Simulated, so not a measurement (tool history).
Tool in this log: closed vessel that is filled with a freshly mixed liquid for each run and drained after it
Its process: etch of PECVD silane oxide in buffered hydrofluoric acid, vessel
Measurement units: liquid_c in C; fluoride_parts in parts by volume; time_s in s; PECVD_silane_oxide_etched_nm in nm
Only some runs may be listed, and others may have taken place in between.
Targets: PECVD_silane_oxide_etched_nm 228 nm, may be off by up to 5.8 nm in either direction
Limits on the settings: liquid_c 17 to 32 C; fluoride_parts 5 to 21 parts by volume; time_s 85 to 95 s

{"run": 1, "hour": 0.0, "liquid_c": 24, "fluoride_parts": 13, "time_s": 85, "PECVD_silane_oxide_etched_nm": 153.63}
{"run": 2, "hour": 5.4, "liquid_c": 25.5, "fluoride_parts": 13, "time_s": 85, "PECVD_silane_oxide_etched_nm": 166.63}
{"run": 3, "hour": 11.1, "liquid_c": 27, "fluoride_parts": 13, "time_s": 85, "PECVD_silane_oxide_etched_nm": 179.6}
{"run": 4, "hour": 12.5, "liquid_c": 28, "fluoride_parts": 13, "time_s": 85, "PECVD_silane_oxide_etched_nm": 188.83}
{"run": 5, "hour": 20.5, "liquid_c": 24.5, "fluoride_parts": 13, "time_s": 85, "PECVD_silane_oxide_etched_nm": 157.23}
{"run": 6, "hour": 25.8, "liquid_c": 26, "fluoride_parts": 13, "time_s": 85, "PECVD_silane_oxide_etched_nm": 171.69}
{"run": 7, "hour": 30.4, "liquid_c": 30, "fluoride_parts": 13, "time_s": 85, "PECVD_silane_oxide_etched_nm": 211.49}
{"run": 8, "hour": 32.7, "liquid_c": 30.5, "fluoride_parts": 13, "time_s": 85, "PECVD_silane_oxide_etched_nm": 217.46}

Consider the 4 candidate settings below. Which is the only one whose results all fall within their allowed miss of target?
{"run": "A", "hour": 35.0, "liquid_c": 29.5, "fluoride_parts": 13, "time_s": 95, "PECVD_silane_oxide_etched_nm": "?"}
{"run": "B", "hour": 35.0, "liquid_c": 32, "fluoride_parts": 15, "time_s": 85, "PECVD_silane_oxide_etched_nm": "?"}
{"run": "C", "hour": 35.0, "liquid_c": 32, "fluoride_parts": 12.5, "time_s": 85, "PECVD_silane_oxide_etched_nm": "?"}
{"run": "D", "hour": 35.0, "liquid_c": 30, "fluoride_parts": 12, "time_s": 90, "PECVD_silane_oxide_etched_nm": "?"}

move=A PECVD_silane_oxide_etched_nm=229.64
move=B PECVD_silane_oxide_etched_nm=203.58
move=C PECVD_silane_oxide_etched_nm=243.3
move=D PECVD_silane_oxide_etched_nm=241.51
A: every result within its allowed miss
B: moves away from the targets compared with the last run
C: takes the biggest miss from the last run beyond its target
D: takes the biggest miss from the last run beyond its target
Move A is the one to make.
